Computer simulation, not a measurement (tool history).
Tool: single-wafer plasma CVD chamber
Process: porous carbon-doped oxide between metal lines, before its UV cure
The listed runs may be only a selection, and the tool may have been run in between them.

| run | hour | heater temperature setpoint (K) | RF power (kW) | deposition time (s) | mean film thickness on the monitor wafer (Å) |
|---|---|---|---|---|---|
| 1 | 0.0 | 558.15 | 0.485 | 49.9 | 2812.6 |
| 2 | 4.1 | 558.15 | 0.485 | 51.5 | 2887.5 |
| 3 | 4.9 | 558.15 | 0.530 | 51.5 | 3056.4 |
| 4 | 12.3 | 558.15 | 0.530 | 51.5 | 3046.5 |
| 5 | 17.7 | 562.15 | 0.510 | 51.3 | 2903.5 |
| 6 | 23.0 | 565.15 | 0.495 | 51.1 | 2797.5 |
| 7 | 28.2 | 567.15 | 0.480 | 51.0 | 2706.8 |
| 8 | 37.0 | 567.15 | 0.480 | 51.0 | 2714.8 |
| 9 | 39.6 | 569.15 | 0.470 | 50.9 | 2634.7 |

For run 10, what comes out?
| 10 | 45.6 | 571.15 | 0.465 | 50.8 | ? |

mean film thickness on the monitor wafer (Å): 2588.1
